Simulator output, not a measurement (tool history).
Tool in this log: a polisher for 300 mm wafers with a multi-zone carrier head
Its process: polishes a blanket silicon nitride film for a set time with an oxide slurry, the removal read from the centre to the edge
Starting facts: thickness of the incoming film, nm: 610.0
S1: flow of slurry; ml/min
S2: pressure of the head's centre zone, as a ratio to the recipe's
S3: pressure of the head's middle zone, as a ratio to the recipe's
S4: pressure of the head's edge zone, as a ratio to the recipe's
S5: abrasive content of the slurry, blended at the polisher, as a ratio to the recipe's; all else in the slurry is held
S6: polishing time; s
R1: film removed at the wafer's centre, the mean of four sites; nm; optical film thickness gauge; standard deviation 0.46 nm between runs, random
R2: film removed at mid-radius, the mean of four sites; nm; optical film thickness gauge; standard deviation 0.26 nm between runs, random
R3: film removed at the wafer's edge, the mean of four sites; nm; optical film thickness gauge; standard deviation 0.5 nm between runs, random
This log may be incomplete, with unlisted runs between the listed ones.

run,hour,S1,S2,S3,S4,S5,S6,R1,R2,R3
1,0.0,130,1.00,1.00,1.00,1.00,87,43.866,43.999,43.536
2,8.7,125,0.97,1.00,0.97,0.95,87,41.468,43.287,43.070
3,13.4,125,0.93,1.00,0.97,0.95,87,40.956,42.907,41.924
4,15.7,125,0.93,1.00,0.92,0.95,87,39.166,42.596,41.801
# hour 24.3: worn pad replaced by a new one
5,24.3,125,0.93,1.06,0.92,0.95,87,43.149,48.353,45.274
6,26.5,125,0.93,1.06,0.88,0.95,87,42.753,47.732,45.824
7,28.5,125,0.93,1.06,0.88,0.95,87,42.418,48.146,44.835

Predict the results of run 8:
8,36.5,130,0.91,1.05,0.86,0.90,87,?,?,?

R1: 41.462 nm
R2: 47.548 nm
R3: 42.948 nm
